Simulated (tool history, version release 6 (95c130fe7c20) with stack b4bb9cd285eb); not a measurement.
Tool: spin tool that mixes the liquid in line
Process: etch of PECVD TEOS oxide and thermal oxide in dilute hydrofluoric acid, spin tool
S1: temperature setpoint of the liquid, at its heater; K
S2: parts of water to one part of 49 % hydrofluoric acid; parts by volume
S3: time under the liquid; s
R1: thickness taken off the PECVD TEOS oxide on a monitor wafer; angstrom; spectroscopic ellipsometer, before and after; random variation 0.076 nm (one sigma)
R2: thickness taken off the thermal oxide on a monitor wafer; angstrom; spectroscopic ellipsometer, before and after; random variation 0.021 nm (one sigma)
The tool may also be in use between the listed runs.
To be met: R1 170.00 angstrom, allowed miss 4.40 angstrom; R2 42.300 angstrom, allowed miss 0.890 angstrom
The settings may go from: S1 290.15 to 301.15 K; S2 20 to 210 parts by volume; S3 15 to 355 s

{"run": 1, "day": 0.0, "S1": 293.15, "S2": 115, "S3": 180, "R1": 203.22, "R2": 51.511}
{"run": 2, "day": 0.304, "S1": 294.65, "S2": 115, "S3": 180, "R1": 218.33, "R2": 54.216}
{"run": 3, "day": 0.4, "S1": 294.15, "S2": 115, "S3": 180, "R1": 213.13, "R2": 53.555}
{"run": 4, "day": 0.492, "S1": 293.65, "S2": 115, "S3": 180, "R1": 208.47, "R2": 51.925}
{"run": 5, "day": 0.517, "S1": 293.15, "S2": 115, "S3": 180, "R1": 203.59, "R2": 51.137}
{"run": 6, "day": 0.783, "S1": 295.65, "S2": 115, "S3": 180, "R1": 225.34, "R2": 56.51}
{"run": 7, "day": 0.858, "S1": 295.15, "S2": 115, "S3": 180, "R1": 221.94, "R2": 55.659}
{"run": 8, "day": 1.004, "S1": 294.65, "S2": 115, "S3": 180, "R1": 218.51, "R2": 54.091}
{"run": 9, "day": 1.033, "S1": 294.15, "S2": 115, "S3": 180, "R1": 211.46, "R2": 53.467}
{"run": 10, "day": 1.379, "S1": 293.65, "S2": 115, "S3": 180, "R1": 206.57, "R2": 52.443}
{"run": 11, "day": 1.454, "S1": 292.65, "S2": 125, "S3": 180, "R1": 183.42, "R2": 45.793}

Which of these 4 next moves meets every target?
{"run": "A", "day": 1.529, "S1": 291.65, "S2": 100, "S3": 145, "R1": "?", "R2": "?"}
{"run": "B", "day": 1.529, "S1": 290.15, "S2": 145, "S3": 220, "R1": "?", "R2": "?"}
{"run": "C", "day": 1.529, "S1": 297.65, "S2": 200, "S3": 285, "R1": "?", "R2": "?"}
{"run": "D", "day": 1.529, "S1": 293.65, "S2": 160, "S3": 250, "R1": "?", "R2": "?"}

move=A R1=180.48 R2=44.733
move=B R1=169.66 R2=42.052
move=C R1=203.46 R2=50.428
move=D R1=198.85 R2=49.286
A: nearer than the last run, and not there yet
B: meets every target
C: further off than the last run
D: further off than the last run
The right move is B.

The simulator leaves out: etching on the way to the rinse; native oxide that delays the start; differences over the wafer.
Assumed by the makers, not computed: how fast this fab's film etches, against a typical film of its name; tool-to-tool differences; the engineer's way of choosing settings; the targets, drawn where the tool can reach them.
